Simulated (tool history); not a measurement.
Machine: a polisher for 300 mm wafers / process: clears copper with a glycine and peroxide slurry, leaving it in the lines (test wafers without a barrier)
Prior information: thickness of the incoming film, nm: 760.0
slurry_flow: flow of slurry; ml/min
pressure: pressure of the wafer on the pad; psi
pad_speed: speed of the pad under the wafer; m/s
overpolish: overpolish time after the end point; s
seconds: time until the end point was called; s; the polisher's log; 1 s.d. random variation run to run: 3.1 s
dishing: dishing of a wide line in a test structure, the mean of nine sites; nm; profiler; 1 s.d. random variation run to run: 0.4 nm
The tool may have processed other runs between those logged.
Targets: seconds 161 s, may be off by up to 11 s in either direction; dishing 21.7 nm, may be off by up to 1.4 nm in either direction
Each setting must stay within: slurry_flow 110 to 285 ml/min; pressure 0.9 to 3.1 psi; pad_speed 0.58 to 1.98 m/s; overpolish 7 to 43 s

Run 1, hour 0: slurry_flow 180 ml/min, pressure 2 psi, pad_speed 1.28 m/s, overpolish 22 s. Result: seconds 146.81 s, dishing 61.677 nm.
Run 2, hour 8.6: slurry_flow 210 ml/min, pressure 2 psi, pad_speed 1.28 m/s, overpolish 22 s. Result: seconds 144.44 s, dishing 60.06 nm.
Run 3, hour 15: slurry_flow 165 ml/min, pressure 2 psi, pad_speed 1.28 m/s, overpolish 22 s. Result: seconds 151.06 s, dishing 59.279 nm.
Run 4, hour 20.9: slurry_flow 130 ml/min, pressure 2 psi, pad_speed 1.28 m/s, overpolish 22 s. Result: seconds 161.03 s, dishing 55.292 nm.
Run 5, hour 26.8: slurry_flow 130 ml/min, pressure 1.9 psi, pad_speed 1.34 m/s, overpolish 20 s. Result: seconds 153.39 s, dishing 51.635 nm.
Run 6, hour 33.6: slurry_flow 130 ml/min, pressure 1.8 psi, pad_speed 1.36 m/s, overpolish 18 s. Result: seconds 161.96 s, dishing 47.628 nm.
Run 7, hour 41.9: slurry_flow 130 ml/min, pressure 1.7 psi, pad_speed 1.4 m/s, overpolish 17 s. Result: seconds 159.77 s, dishing 44.609 nm.
Run 8, hour 48.1: slurry_flow 110 ml/min, pressure 1.1 psi, pad_speed 1.68 m/s, overpolish 7 s. Result: seconds 203.91 s, dishing 16.511 nm.

5 next moves are on the table. One of them brings every result within its allowed miss. Which?
Run A, hour 54.3: slurry_flow 110 ml/min, pressure 0.9 psi, pad_speed 1.46 m/s, overpolish 12 s. Result: seconds ?, dishing ?.
Run B, hour 54.3: slurry_flow 110 ml/min, pressure 0.9 psi, pad_speed 1.56 m/s, overpolish 9 s. Result: seconds ?, dishing ?.
Run C, hour 54.3: slurry_flow 115 ml/min, pressure 0.9 psi, pad_speed 1.62 m/s, overpolish 11 s. Result: seconds ?, dishing ?.
Run D, hour 54.3: slurry_flow 130 ml/min, pressure 1.5 psi, pad_speed 1.68 m/s, overpolish 7 s. Result: seconds ?, dishing ?.
Run E, hour 54.3: slurry_flow 110 ml/min, pressure 1 psi, pad_speed 1.1 m/s, overpolish 11 s. Result: seconds ?, dishing ?.

move  seconds  dishing
   A    272.6     21.5
   B   260.31   17.307
   C   250.35   21.397
   D   159.93   21.607
   E   307.07   18.061
A: misses by more than the last run did
B: misses by more than the last run did
C: misses by more than the last run did
D: hits every target within its allowed miss
E: misses by more than the last run did
Correct choice: D, which meets every target
